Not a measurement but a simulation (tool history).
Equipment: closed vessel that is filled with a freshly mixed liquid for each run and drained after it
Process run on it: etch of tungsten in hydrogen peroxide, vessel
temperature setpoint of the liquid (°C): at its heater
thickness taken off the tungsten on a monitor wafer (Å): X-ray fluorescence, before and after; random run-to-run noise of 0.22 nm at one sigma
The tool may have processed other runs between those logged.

run,hour,temperature setpoint of the liquid (°C),concentration of hydrogen peroxide in the mixed liquid (% by weight),time in the liquid (s),thickness taken off the tungsten on a monitor wafer (Å)
1,0,54,22,30,468.98
2,7.3,54,22,30,473.41
3,16.3,54,22,30,470.84
4,24.8,51,22,30,396.83
5,25.5,54.5,22,30,487.37
6,31.1,51.5,22,30,409.21

Forecast run 7:
7,33.3,49,22,30,?

Run 7 yielded thickness taken off the tungsten on a monitor wafer (Å) 350.29.
